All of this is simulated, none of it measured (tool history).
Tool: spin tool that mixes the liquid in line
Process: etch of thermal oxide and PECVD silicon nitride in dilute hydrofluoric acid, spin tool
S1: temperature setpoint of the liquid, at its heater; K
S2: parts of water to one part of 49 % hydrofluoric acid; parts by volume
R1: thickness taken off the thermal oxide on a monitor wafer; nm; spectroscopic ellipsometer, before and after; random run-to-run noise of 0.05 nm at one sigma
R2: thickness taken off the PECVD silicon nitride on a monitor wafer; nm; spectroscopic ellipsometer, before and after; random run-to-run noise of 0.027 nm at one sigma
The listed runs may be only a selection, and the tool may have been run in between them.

{"run": 1, "hour": 0.0, "S1": 298.15, "S2": 55, "time under the liquid (s)": 180, "R1": 17.465, "R2": 7.0389}
{"run": 2, "hour": 6.7, "S1": 298.15, "S2": 75, "time under the liquid (s)": 180, "R1": 12.502, "R2": 5.1957}
{"run": 3, "hour": 10.5, "S1": 298.15, "S2": 95, "time under the liquid (s)": 180, "R1": 9.5747, "R2": 4.091}
{"run": 4, "hour": 12.5, "S1": 298.15, "S2": 95, "time under the liquid (s)": 225, "R1": 11.971, "R2": 5.1392}
{"run": 5, "hour": 20.3, "S1": 298.15, "S2": 80, "time under the liquid (s)": 225, "R1": 14.525, "R2": 6.0319}
{"run": 6, "hour": 21.3, "S1": 298.65, "S2": 85, "time under the liquid (s)": 230, "R1": 14.188, "R2": 6.0243}

Run 7 is up next; what results do you expect?
{"run": 7, "hour": 27.4, "S1": 299.15, "S2": 90, "time under the liquid (s)": 230, "R1": "?", "R2": "?"}

Run 7 yielded R1 13.46 nm, R2 5.8522 nm.

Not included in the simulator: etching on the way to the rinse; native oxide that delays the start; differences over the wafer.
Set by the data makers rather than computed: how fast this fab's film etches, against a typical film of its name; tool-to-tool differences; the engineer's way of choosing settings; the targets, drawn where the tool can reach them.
